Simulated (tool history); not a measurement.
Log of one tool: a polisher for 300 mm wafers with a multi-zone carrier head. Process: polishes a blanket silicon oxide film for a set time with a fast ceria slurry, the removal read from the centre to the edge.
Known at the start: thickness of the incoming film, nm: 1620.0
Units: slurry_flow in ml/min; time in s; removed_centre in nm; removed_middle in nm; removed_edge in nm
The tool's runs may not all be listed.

run,hour,slurry_flow,centre_zone,middle_zone,edge_zone,time,removed_centre,removed_middle,removed_edge
1,0,150,1,1,1,59,669.81,679.42,657.17
2,9,150,1,1,0.96,59,657.36,664.78,650.56
3,11.6,115,1,1,0.96,59,630.1,635.41,645.53
4,20.4,115,1,0.94,0.96,59,618.55,615.26,631.26
5,26.4,115,1.04,0.94,0.96,59,650.51,611.03,632.57
6,28.9,115,1.04,0.94,1.05,59,649.86,609.52,657.8
7,33.9,120,1.04,0.95,1.07,60,661.9,629.81,684.91
8,40.3,125,1.05,0.96,1.09,61,686.53,646.89,698.22
9,46.8,130,1.05,0.97,1.1,62,700.8,671.55,717.5
10,51.2,135,1.05,0.97,1.11,63,726.02,690.89,730.21

The next listed run, before its measurement:
11,54.1,140,1.05,0.97,1.12,64,?,?,?

removed_centre: 749.68 nm
removed_middle: 707.21 nm
removed_edge: 761 nm

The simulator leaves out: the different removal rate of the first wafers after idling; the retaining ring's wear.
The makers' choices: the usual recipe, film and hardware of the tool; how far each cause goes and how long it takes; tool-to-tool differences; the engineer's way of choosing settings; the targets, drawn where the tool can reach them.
